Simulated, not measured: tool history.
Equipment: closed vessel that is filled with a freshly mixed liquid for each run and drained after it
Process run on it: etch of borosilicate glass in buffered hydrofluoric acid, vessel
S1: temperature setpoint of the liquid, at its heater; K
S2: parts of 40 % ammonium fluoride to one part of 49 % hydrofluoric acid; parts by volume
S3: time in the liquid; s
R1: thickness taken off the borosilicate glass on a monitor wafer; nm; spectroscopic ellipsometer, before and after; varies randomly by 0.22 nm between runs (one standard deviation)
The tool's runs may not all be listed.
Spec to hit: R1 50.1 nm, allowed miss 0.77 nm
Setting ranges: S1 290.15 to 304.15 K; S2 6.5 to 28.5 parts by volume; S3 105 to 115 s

run	hour	S1	S2	S3	R1
1	0	296.15	17.5	105	76.005
2	4.8	297.65	17.5	105	83.087
3	9.1	296.15	18	105	75.024
4	10.1	295.15	18.5	105	68.466
5	15.9	294.15	18.5	105	64.907
6	22.7	292.65	18.5	105	60.172
7	26.7	292.15	18.5	105	58.011
8	32.9	291.65	18.5	105	56.128
9	35.6	291.15	18.5	105	55.028
10	37.9	290.65	19	105	52.54

Below are 5 possible settings for the next run. Only one of them brings all results inside the allowed miss of their targets. Which is it?
A	40.2	294.15	26.5	105	?
B	40.2	293.15	23.5	105	?
C	40.2	291.15	21	105	?
D	40.2	290.15	20	105	?
E	40.2	290.15	21	110	?

move	R1
A	48.337
B	49.735
C	48.576
D	48.222
E	48.123
A: carries the result that was furthest off beyond its target, to the other side
B: each result inside its tolerance
C: carries the result that was furthest off beyond its target, to the other side
D: carries the result that was furthest off beyond its target, to the other side
E: carries the result that was furthest off beyond its target, to the other side
The move that meets every target is B.

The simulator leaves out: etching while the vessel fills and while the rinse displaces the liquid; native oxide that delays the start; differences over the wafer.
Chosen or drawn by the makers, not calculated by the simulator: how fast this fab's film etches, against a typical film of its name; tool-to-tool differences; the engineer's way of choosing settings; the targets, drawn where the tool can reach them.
